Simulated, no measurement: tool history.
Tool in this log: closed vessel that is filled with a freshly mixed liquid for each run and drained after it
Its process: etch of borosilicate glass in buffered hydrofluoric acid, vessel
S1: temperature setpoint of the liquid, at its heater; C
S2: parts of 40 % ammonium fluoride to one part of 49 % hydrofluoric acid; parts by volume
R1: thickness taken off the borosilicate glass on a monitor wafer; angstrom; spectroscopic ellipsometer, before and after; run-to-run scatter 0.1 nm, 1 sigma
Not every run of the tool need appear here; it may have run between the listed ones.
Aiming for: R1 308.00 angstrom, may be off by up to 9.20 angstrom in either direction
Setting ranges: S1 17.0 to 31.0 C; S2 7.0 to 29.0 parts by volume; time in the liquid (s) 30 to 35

Run 1, hour 0.0: S1 23.0 C, S2 18.0 parts by volume, time in the liquid (s) 35. Result: R1 178.83 angstrom.
Run 2, hour 7.1: S1 23.0 C, S2 18.0 parts by volume, time in the liquid (s) 35. Result: R1 179.04 angstrom.
Run 3, hour 9.9: S1 24.5 C, S2 17.5 parts by volume, time in the liquid (s) 35. Result: R1 200.00 angstrom.
Run 4, hour 15.3: S1 25.5 C, S2 17.0 parts by volume, time in the liquid (s) 35. Result: R1 215.81 angstrom.
Run 5, hour 16.3: S1 28.0 C, S2 17.0 parts by volume, time in the liquid (s) 35. Result: R1 247.68 angstrom.
Run 6, hour 20.9: S1 28.0 C, S2 20.0 parts by volume, time in the liquid (s) 35. Result: R1 209.94 angstrom.
Run 7, hour 21.9: S1 31.0 C, S2 15.0 parts by volume, time in the liquid (s) 35. Result: R1 328.11 angstrom.
Run 8, hour 29.4: S1 30.5 C, S2 15.0 parts by volume, time in the liquid (s) 35. Result: R1 320.10 angstrom.
At hour 34.3: thermometer replaced.
Run 9, hour 34.3: S1 30.0 C, S2 15.0 parts by volume, time in the liquid (s) 35. Result: R1 345.68 angstrom.
Run 10, hour 39.3: S1 29.5 C, S2 15.0 parts by volume, time in the liquid (s) 35. Result: R1 338.73 angstrom.
Run 11, hour 45.6: S1 29.0 C, S2 15.0 parts by volume, time in the liquid (s) 35. Result: R1 330.33 angstrom.

5 candidate next runs follow, results not yet known. Just one meets every target within its allowed miss. Identify it.
Run A, hour 51.9: S1 29.5 C, S2 17.5 parts by volume, time in the liquid (s) 35. Result: R1 ?.
Run B, hour 51.9: S1 29.0 C, S2 17.5 parts by volume, time in the liquid (s) 35. Result: R1 ?.
Run C, hour 51.9: S1 26.5 C, S2 12.0 parts by volume, time in the liquid (s) 30. Result: R1 ?.
Run D, hour 51.9: S1 23.0 C, S2 10.5 parts by volume, time in the liquid (s) 30. Result: R1 ?.
Run E, hour 51.9: S1 26.5 C, S2 15.0 parts by volume, time in the liquid (s) 35. Result: R1 ?.

move      R1
   A  289.58
   B  282.12
   C  307.82
   D  291.42
   E  288.10
A: takes the biggest miss from the last run beyond its target
B: takes the biggest miss from the last run beyond its target
C: each result inside its tolerance
D: takes the biggest miss from the last run beyond its target
E: takes the biggest miss from the last run beyond its target
C meets every target.
